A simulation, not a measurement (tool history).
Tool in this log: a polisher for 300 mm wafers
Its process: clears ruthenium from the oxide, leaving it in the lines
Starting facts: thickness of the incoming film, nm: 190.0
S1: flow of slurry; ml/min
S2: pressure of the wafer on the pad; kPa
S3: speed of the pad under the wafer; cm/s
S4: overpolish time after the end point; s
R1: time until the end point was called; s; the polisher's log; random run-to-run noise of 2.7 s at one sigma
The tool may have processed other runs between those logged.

run,hour,S1,S2,S3,S4,R1
1,0.0,170,15.2,122,42,123.14
2,4.1,170,14.5,122,42,129.62
3,5.7,170,13.8,122,42,137.46
4,8.2,170,13.8,122,45,133.85
5,16.4,170,13.1,122,45,144.73
6,22.7,170,15.2,122,45,121.27
7,29.5,170,14.5,122,45,128.95

Run 8 is up next; what results do you expect?
8,34.2,170,13.8,122,45,?

R1: 137.10 s

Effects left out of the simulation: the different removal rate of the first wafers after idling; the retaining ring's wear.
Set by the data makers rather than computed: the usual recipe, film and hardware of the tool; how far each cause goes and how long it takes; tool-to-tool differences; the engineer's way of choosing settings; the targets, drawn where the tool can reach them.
